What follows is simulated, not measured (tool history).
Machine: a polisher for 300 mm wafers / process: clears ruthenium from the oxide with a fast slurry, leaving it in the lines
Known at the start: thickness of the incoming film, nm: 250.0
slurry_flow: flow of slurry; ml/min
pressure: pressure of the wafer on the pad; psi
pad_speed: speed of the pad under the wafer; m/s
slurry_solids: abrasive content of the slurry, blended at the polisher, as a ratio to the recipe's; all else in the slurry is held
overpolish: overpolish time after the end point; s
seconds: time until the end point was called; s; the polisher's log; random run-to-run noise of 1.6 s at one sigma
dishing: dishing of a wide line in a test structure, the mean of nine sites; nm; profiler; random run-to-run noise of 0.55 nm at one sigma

run	hour	slurry_flow	pressure	pad_speed	slurry_solids	overpolish	seconds	dishing
1	0.0	205	3.5	0.82	1.0	12	53.829	49.423
2	2.0	205	3.5	0.82	1.0	15	54.452	60.083
3	7.2	200	3.0	0.82	1.0	16	62.155	58.230
4	10.7	230	3.0	0.82	1.0	16	62.084	58.109
5	19.7	230	2.6	0.82	1.0	17	69.167	54.696
6	21.4	230	2.6	0.82	1.0	13	69.959	42.910
7	23.5	230	2.6	0.82	1.0	13	69.721	42.873
8	24.6	230	2.3	0.82	1.0	15	77.016	43.795
9	28.0	230	2.2	0.82	1.0	16	80.553	46.127

Predict the results of run 10:
10	29.7	225	2.1	0.82	1.0	17	?	?

Run 10 measured seconds 84.362 s, dishing 45.754 nm.

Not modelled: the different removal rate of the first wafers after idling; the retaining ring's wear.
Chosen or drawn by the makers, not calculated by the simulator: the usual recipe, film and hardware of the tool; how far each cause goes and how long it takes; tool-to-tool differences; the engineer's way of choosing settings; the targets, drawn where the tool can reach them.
